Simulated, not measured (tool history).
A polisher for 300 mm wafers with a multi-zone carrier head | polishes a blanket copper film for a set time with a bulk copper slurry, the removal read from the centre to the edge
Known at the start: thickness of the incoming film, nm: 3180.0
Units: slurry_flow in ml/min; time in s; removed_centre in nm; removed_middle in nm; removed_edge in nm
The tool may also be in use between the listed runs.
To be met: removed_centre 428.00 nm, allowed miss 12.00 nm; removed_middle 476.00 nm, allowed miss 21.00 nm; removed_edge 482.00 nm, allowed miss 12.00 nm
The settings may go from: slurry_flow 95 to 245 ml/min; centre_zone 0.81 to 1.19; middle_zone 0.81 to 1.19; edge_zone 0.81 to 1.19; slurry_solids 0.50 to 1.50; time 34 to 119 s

| run | day | slurry_flow | centre_zone | middle_zone | edge_zone | slurry_solids | time | removed_centre | removed_middle | removed_edge |
|---|---|---|---|---|---|---|---|---|---|---|
| 1 | 0.000 | 155 | 1.00 | 1.00 | 1.00 | 1.00 | 76 | 348.87 | 336.54 | 351.54 |
| 2 | 0.325 | 155 | 1.00 | 1.00 | 0.92 | 1.00 | 76 | 348.99 | 338.76 | 340.30 |
| 3 | 0.558 | 165 | 0.98 | 1.02 | 0.97 | 1.15 | 79 | 374.20 | 373.62 | 374.68 |
| 4 | 0.700 | 165 | 0.98 | 1.02 | 1.04 | 1.15 | 79 | 376.88 | 370.83 | 380.87 |
| 5 | 0.925 | 170 | 0.95 | 1.03 | 1.07 | 1.25 | 82 | 385.16 | 411.89 | 411.23 |
| 6 | 1.042 | 170 | 0.87 | 1.03 | 1.07 | 1.25 | 82 | 346.67 | 415.20 | 415.95 |
| 7 | 1.129 | 180 | 0.88 | 1.03 | 1.09 | 1.30 | 83 | 370.55 | 414.33 | 430.17 |
| 8 | 1.179 | 190 | 0.88 | 1.05 | 1.11 | 1.35 | 84 | 379.90 | 433.19 | 443.61 |
| 9 | 1.462 | 190 | 0.88 | 1.05 | 1.11 | 1.35 | 84 | 375.32 | 438.26 | 448.64 |
| 10 | 1.700 | 235 | 0.95 | 1.08 | 1.16 | 1.40 | 84 | 427.25 | 447.93 | 469.59 |
| 11 | 1.762 | 235 | 0.95 | 1.09 | 1.16 | 1.40 | 84 | 424.33 | 462.82 | 471.31 |

Which of these 5 next moves meets every target?
| A | 1.825 | 215 | 0.88 | 1.00 | 1.03 | 1.40 | 92 | ? | ? | ? |
| B | 1.825 | 240 | 0.88 | 0.93 | 1.13 | 1.50 | 82 | ? | ? | ? |
| C | 1.825 | 245 | 0.94 | 1.03 | 1.19 | 1.50 | 81 | ? | ? | ? |
| D | 1.825 | 235 | 0.98 | 0.99 | 1.19 | 1.50 | 81 | ? | ? | ? |
| E | 1.825 | 230 | 0.98 | 0.93 | 1.19 | 1.40 | 84 | ? | ? | ? |

| move | removed_centre | removed_middle | removed_edge |
|---|---|---|---|
| A | 425.08 | 472.84 | 482.33 |
| B | 391.67 | 421.07 | 461.26 |
| C | 414.82 | 436.59 | 467.33 |
| D | 430.08 | 426.38 | 465.65 |
| E | 436.89 | 421.37 | 473.80 |
A: meets every target
B: further off than the last run
C: further off than the last run
D: further off than the last run
E: brings the result that was furthest off to its target, and leaves another outside
Move A is the one to make.
